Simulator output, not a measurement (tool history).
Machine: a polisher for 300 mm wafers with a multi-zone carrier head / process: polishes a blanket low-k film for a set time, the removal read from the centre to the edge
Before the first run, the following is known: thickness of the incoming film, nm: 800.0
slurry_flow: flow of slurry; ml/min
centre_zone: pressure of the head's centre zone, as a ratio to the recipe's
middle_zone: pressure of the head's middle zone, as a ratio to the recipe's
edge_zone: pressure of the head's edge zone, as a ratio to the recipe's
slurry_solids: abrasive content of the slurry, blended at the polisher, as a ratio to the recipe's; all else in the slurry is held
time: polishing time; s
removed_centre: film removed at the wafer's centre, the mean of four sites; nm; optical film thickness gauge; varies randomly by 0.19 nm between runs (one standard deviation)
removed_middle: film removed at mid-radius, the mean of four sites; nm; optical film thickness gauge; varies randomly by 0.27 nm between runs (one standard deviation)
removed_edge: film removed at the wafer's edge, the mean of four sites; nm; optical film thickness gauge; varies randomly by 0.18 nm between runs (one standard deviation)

run 1 hour=0.0 | slurry_flow=205 centre_zone=1.00 middle_zone=1.00 edge_zone=1.00 slurry_solids=1.0 time=80 | removed_centre=24.514 removed_middle=24.916 removed_edge=24.215
run 2 hour=8.5 | slurry_flow=215 centre_zone=1.01 middle_zone=0.99 edge_zone=1.03 slurry_solids=1.0 time=80 | removed_centre=25.136 removed_middle=25.036 removed_edge=24.862
run 3 hour=11.0 | slurry_flow=215 centre_zone=1.01 middle_zone=1.05 edge_zone=1.03 slurry_solids=1.0 time=80 | removed_centre=24.818 removed_middle=26.057 removed_edge=25.142
run 4 hour=14.9 | slurry_flow=215 centre_zone=1.05 middle_zone=1.05 edge_zone=1.03 slurry_solids=1.0 time=80 | removed_centre=25.477 removed_middle=26.406 removed_edge=24.632
run 5 hour=20.5 | slurry_flow=215 centre_zone=1.05 middle_zone=1.13 edge_zone=1.03 slurry_solids=1.0 time=80 | removed_centre=25.808 removed_middle=27.739 removed_edge=24.720
run 6 hour=29.4 | slurry_flow=225 centre_zone=1.05 middle_zone=1.10 edge_zone=1.06 slurry_solids=1.0 time=80 | removed_centre=25.807 removed_middle=27.204 removed_edge=25.463
run 7 hour=37.2 | slurry_flow=235 centre_zone=1.05 middle_zone=1.08 edge_zone=1.08 slurry_solids=1.0 time=80 | removed_centre=25.698 removed_middle=26.836 removed_edge=25.720
run 8 hour=40.8 | slurry_flow=240 centre_zone=1.06 middle_zone=1.06 edge_zone=1.10 slurry_solids=1.0 time=80 | removed_centre=26.171 removed_middle=26.323 removed_edge=25.998
run 9 hour=43.8 | slurry_flow=245 centre_zone=1.06 middle_zone=1.05 edge_zone=1.11 slurry_solids=1.0 time=80 | removed_centre=26.485 removed_middle=26.367 removed_edge=25.959

What does the tool deliver on the next run?
run 10 hour=45.8 | slurry_flow=250 centre_zone=1.05 middle_zone=1.03 edge_zone=1.12 slurry_solids=1.0 time=80 | removed_centre=? removed_middle=? removed_edge=?

Run 10 came out at removed_centre 26.168 nm, removed_middle 25.774 nm, removed_edge 26.085 nm.
